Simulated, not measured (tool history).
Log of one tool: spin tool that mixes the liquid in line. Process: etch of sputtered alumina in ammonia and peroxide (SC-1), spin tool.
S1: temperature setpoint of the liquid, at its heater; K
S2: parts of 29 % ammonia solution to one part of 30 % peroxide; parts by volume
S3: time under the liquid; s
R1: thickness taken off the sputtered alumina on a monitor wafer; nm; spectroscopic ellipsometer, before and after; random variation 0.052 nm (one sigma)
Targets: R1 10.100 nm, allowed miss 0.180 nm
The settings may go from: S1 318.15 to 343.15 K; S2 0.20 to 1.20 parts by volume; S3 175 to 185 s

run,hour,S1,S2,S3,R1
1,0.0,334.15,0.90,175,15.088
2,0.9,334.15,1.00,175,15.115
3,2.0,334.15,1.00,175,15.294
4,6.0,334.15,1.00,185,16.102
5,14.1,328.15,1.00,185,11.794
6,18.4,327.65,1.00,185,11.406
7,19.7,327.15,1.00,185,11.054
8,26.8,326.65,1.00,185,10.848

Which of these 5 next moves meets every target?
A,33.9,328.65,0.95,185,?
B,33.9,326.65,0.90,175,?
C,33.9,327.65,0.95,175,?
D,33.9,324.65,0.80,185,?
E,33.9,326.65,0.75,185,?

move,R1
A,11.966
B,10.123
C,10.734
D,9.498
E,10.517
A: further off than the last run
B: meets every target
C: nearer than the last run, and not there yet
D: takes the result that was furthest off past its target
E: nearer than the last run, and not there yet
The right move is B.

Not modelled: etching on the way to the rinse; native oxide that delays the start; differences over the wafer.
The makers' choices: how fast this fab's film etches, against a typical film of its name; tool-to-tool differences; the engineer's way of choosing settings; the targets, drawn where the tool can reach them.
